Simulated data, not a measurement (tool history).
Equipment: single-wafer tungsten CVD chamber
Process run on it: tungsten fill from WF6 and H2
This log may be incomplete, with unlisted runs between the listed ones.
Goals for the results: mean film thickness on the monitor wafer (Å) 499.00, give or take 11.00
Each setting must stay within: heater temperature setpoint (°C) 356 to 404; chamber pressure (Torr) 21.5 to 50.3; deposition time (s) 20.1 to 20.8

run	day	heater temperature setpoint (°C)	chamber pressure (Torr)	deposition time (s)	mean film thickness on the monitor wafer (Å)
1	0.000	380	35.9	20.1	432.68
2	0.250	380	40.7	20.1	452.47
3	0.379	380	40.7	20.8	467.49
4	0.508	380	40.7	20.8	469.65
5	0.738	381	40.7	20.8	473.47
6	0.938	390	40.7	20.8	554.44
7	1.129	389	40.6	20.8	544.68
8	1.175	388	40.5	20.8	537.09
9	1.325	387	40.5	20.8	531.80
10	1.650	386	40.5	20.8	522.37
11	1.875	385	40.5	20.8	508.85

Below are 5 possible settings for the next run. Only one of them brings all results inside the allowed miss of their targets. Which is it?
A	2.100	386	40.1	20.8	?
B	2.100	386	40.2	20.1	?
C	2.100	383	39.3	20.4	?
D	2.100	390	39.3	20.1	?
E	2.100	386	41.5	20.8	?

move	mean film thickness on the monitor wafer (Å)
A	517.41
B	500.37
C	477.94
D	531.95
E	523.87
A: further off than the last run
B: every result lands within tolerance
C: pushes the last run's worst result past its target
D: further off than the last run
E: further off than the last run
B meets every target.
